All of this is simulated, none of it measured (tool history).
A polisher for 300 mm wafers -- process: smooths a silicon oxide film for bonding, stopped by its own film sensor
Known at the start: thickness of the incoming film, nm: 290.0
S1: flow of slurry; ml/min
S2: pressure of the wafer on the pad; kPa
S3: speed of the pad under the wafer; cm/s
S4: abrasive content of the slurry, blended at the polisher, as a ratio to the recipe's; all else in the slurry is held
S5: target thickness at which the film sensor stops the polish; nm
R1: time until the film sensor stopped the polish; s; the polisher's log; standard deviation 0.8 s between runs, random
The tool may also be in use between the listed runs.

run	hour	S1	S2	S3	S4	S5	R1
1	0.0	195	10.3	96	1.0	231	86.105
2	1.8	190	10.3	96	1.0	231	84.325
3	6.1	190	10.3	118	1.0	231	72.834
4	14.8	190	10.3	118	1.1	231	71.233
5	16.7	190	8.3	118	1.1	231	87.177
6	25.0	185	8.3	118	1.1	231	88.533

Run 7 has not been measured yet. What should we expect?
7	32.7	180	8.3	118	1.1	231	?

Run 7 produced R1 86.759 s.
